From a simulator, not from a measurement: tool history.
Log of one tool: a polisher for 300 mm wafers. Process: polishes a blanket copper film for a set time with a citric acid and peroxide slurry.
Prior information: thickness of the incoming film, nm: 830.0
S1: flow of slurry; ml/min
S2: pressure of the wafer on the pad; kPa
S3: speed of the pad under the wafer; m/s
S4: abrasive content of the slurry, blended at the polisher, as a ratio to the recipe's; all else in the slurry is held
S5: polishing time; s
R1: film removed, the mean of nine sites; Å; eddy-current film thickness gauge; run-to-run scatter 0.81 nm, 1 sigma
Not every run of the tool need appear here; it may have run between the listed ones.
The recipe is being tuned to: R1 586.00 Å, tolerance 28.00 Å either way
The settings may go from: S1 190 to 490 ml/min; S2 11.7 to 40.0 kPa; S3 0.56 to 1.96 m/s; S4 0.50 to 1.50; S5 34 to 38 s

run	hour	S1	S2	S3	S4	S5	R1
1	0.0	315	25.5	1.26	1.00	38	1568.10
2	3.0	315	20.7	1.26	1.00	38	1283.70
3	3.6	315	17.9	1.26	1.00	38	1096.20
4	5.3	315	16.5	1.14	1.00	38	924.57
5	8.9	315	15.2	1.08	1.00	38	807.43
6	15.0	315	14.5	1.04	1.00	38	739.73
7	23.7	315	13.8	1.02	1.00	38	694.28
8	26.7	315	13.1	1.00	1.00	38	648.95

Which one of the following 4 next-run settings gets every result inside its allowed miss? There is exactly one.
A	29.7	300	12.4	0.80	1.15	37	?
B	29.7	300	11.7	1.02	0.95	37	?
C	29.7	320	13.1	1.08	1.05	38	?
D	29.7	360	11.7	0.98	1.15	34	?

move	R1
A	500.12
B	573.18
C	707.66
D	535.75
A: carries the result that was furthest off beyond its target, to the other side
B: every result within its allowed miss
C: its largest miss is bigger than the last run's
D: carries the result that was furthest off beyond its target, to the other side
B is the move that brings every result within its allowed miss.
